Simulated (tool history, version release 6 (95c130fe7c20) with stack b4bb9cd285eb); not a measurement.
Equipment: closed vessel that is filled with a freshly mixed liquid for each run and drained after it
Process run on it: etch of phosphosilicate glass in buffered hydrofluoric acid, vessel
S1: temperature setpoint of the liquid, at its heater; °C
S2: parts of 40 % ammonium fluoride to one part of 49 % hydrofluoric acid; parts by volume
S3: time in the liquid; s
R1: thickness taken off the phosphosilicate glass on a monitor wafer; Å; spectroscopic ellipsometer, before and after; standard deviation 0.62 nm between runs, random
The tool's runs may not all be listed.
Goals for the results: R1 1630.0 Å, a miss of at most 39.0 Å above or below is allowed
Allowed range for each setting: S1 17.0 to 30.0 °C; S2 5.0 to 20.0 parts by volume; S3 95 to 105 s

run,hour,S1,S2,S3,R1
1,0.0,22.0,12.0,95,3224.1
2,6.7,20.5,12.0,95,2952.2
3,9.3,18.5,12.0,95,2632.3
4,17.1,18.0,13.0,95,2383.6
5,25.9,18.0,10.5,95,2928.5
6,30.1,18.0,12.5,95,2455.2
7,37.8,17.0,16.5,95,1776.2
8,45.5,17.0,17.0,95,1723.1
9,50.1,17.0,17.5,95,1670.8

Pick the move, out of 4, that brings all results within their allowed miss; only one does.
A,54.7,17.0,17.5,100,?
B,54.7,17.5,18.0,100,?
C,54.7,17.0,19.0,100,?
D,54.7,18.5,19.5,100,?

move,R1
A,1761.6
B,1762.9
C,1624.1
D,1724.2
A: further off than the last run
B: further off than the last run
C: hits every target within its allowed miss
D: further off than the last run
Answer: C
